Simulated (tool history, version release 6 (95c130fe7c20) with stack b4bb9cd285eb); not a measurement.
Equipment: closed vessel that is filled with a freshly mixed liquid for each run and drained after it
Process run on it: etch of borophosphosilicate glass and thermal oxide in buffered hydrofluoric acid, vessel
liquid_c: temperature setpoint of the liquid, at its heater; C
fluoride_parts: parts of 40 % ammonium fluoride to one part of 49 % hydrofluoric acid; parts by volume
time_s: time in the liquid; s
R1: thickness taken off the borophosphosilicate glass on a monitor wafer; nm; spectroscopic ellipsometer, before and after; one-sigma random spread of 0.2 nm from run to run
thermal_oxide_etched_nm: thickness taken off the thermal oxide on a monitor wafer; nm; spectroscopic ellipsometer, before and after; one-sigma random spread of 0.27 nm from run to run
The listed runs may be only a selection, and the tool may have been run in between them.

Run 1, hour 0.0: liquid_c 21.0 C, fluoride_parts 12.0 parts by volume, time_s 60 s. Result: R1 101.960 nm, thermal_oxide_etched_nm 50.354 nm.
Run 2, hour 5.7: liquid_c 21.0 C, fluoride_parts 14.0 parts by volume, time_s 60 s. Result: R1 87.769 nm, thermal_oxide_etched_nm 43.091 nm.
Run 3, hour 13.5: liquid_c 20.0 C, fluoride_parts 14.5 parts by volume, time_s 60 s. Result: R1 80.092 nm, thermal_oxide_etched_nm 38.962 nm.
Run 4, hour 20.6: liquid_c 19.0 C, fluoride_parts 15.0 parts by volume, time_s 60 s. Result: R1 73.324 nm, thermal_oxide_etched_nm 35.836 nm.
Run 5, hour 22.7: liquid_c 19.0 C, fluoride_parts 15.0 parts by volume, time_s 80 s. Result: R1 97.805 nm, thermal_oxide_etched_nm 47.400 nm.
Run 6, hour 27.0: liquid_c 19.0 C, fluoride_parts 15.0 parts by volume, time_s 70 s. Result: R1 85.213 nm, thermal_oxide_etched_nm 42.023 nm.
Run 7, hour 31.3: liquid_c 18.5 C, fluoride_parts 16.0 parts by volume, time_s 70 s. Result: R1 77.469 nm, thermal_oxide_etched_nm 37.685 nm.

For run 8, what comes out?
Run 8, hour 39.4: liquid_c 18.0 C, fluoride_parts 16.5 parts by volume, time_s 70 s. Result: R1 ?, thermal_oxide_etched_nm ?.

Run 8 yielded R1 73.716 nm, thermal_oxide_etched_nm 36.118 nm.
